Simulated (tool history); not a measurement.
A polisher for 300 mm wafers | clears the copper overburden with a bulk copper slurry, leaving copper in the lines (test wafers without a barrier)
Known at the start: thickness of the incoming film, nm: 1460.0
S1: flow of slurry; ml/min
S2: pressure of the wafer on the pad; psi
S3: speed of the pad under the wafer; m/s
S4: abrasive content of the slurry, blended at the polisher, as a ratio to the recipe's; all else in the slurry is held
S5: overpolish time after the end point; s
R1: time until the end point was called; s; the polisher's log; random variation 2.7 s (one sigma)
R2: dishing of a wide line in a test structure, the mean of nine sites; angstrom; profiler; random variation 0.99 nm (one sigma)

{"run": 1, "hour": 0.0, "S1": 290, "S2": 3.5, "S3": 1.42, "S4": 1.0, "S5": 20, "R1": 83.043, "R2": 926.5}
{"run": 2, "hour": 6.2, "S1": 290, "S2": 3.5, "S3": 1.3, "S4": 1.0, "S5": 20, "R1": 89.855, "R2": 923.81}
{"run": 3, "hour": 14.4, "S1": 275, "S2": 3.0, "S3": 1.24, "S4": 0.9, "S5": 16, "R1": 111.15, "R2": 746.15}
{"run": 4, "hour": 17.6, "S1": 275, "S2": 2.6, "S3": 1.18, "S4": 0.9, "S5": 16, "R1": 133.09, "R2": 697.93}
{"run": 5, "hour": 21.1, "S1": 275, "S2": 2.6, "S3": 1.32, "S4": 0.9, "S5": 16, "R1": 123.09, "R2": 727.25}
{"run": 6, "hour": 23.2, "S1": 210, "S2": 2.6, "S3": 1.32, "S4": 0.9, "S5": 16, "R1": 129.04, "R2": 725.66}
{"run": 7, "hour": 31.1, "S1": 255, "S2": 1.6, "S3": 1.1, "S4": 0.9, "S5": 6, "R1": 230.52, "R2": 238.03}
{"run": 8, "hour": 38.4, "S1": 240, "S2": 1.8, "S3": 1.06, "S4": 0.85, "S5": 8, "R1": 211.83, "R2": 321.86}
{"run": 9, "hour": 40.2, "S1": 230, "S2": 1.9, "S3": 1.02, "S4": 0.75, "S5": 9, "R1": 210.93, "R2": 334.67}
{"run": 10, "hour": 41.5, "S1": 200, "S2": 2.9, "S3": 0.74, "S4": 0.5, "S5": 19, "R1": 208.69, "R2": 607.68}
{"run": 11, "hour": 48.4, "S1": 205, "S2": 2.9, "S3": 0.76, "S4": 0.5, "S5": 18, "R1": 204.04, "R2": 607.54}
{"run": 12, "hour": 51.3, "S1": 210, "S2": 2.9, "S3": 0.78, "S4": 0.5, "S5": 17, "R1": 200.07, "R2": 585.99}
{"run": 13, "hour": 58.6, "S1": 210, "S2": 2.9, "S3": 0.78, "S4": 0.5, "S5": 17, "R1": 196.89, "R2": 586.17}
{"hour": 66.7, "done": "slurry nozzle cleaned"}
{"run": 14, "hour": 66.7, "S1": 215, "S2": 2.9, "S3": 0.78, "S4": 0.5, "S5": 16, "R1": 189.41, "R2": 592.07}
{"run": 15, "hour": 72.3, "S1": 205, "S2": 2.7, "S3": 0.82, "S4": 0.5, "S5": 8, "R1": 195.45, "R2": 353.3}
{"run": 16, "hour": 73.5, "S1": 240, "S2": 3.3, "S3": 0.64, "S4": 0.5, "S5": 15, "R1": 181.95, "R2": 576.72}

Forecast run 17:
{"run": 17, "hour": 76.8, "S1": 235, "S2": 3.3, "S3": 0.64, "S4": 0.5, "S5": 15, "R1": "?", "R2": "?"}

R1: 182.620 s
R2: 559.30 angstrom
